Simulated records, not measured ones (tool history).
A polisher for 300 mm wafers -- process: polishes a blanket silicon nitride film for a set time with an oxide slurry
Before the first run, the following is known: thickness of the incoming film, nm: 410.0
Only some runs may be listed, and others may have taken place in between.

run  hour  flow of slurry (ml/min)  pressure of the wafer on the pad (kPa)  speed of the pad under the wafer (m/s)  abrasive content of the slurry  polishing time (s)  film removed (angstrom)
  1     0                      220                                    26.9                                    1.28                               1                  48                    352.3
  2   8.1                      220                                    25.5                                    1.28                               1                  48                   338.05
  3  13.8                      220                                    24.1                                    1.28                               1                  48                   321.33
  4  19.2                      220                                    22.8                                    1.28                               1                  48                   306.06
  5  27.9                      220                                    28.3                                    1.28                               1                  48                   373.23
  6  35.4                      220                                    26.2                                    1.28                               1                  48                   339.56
  7  38.8                      220                                    24.8                                    1.28                               1                  48                   324.48
  8  39.8                      220                                    23.4                                    1.28                               1                  48                   310.79
  9    44                      220                                    22.8                                    1.28                               1                  48                   300.29

For run 10, what comes out?
 10  52.6                      220                                    22.1                                    1.28                               1                  48                        ?

Run 10 produced film removed (angstrom) 288.66.

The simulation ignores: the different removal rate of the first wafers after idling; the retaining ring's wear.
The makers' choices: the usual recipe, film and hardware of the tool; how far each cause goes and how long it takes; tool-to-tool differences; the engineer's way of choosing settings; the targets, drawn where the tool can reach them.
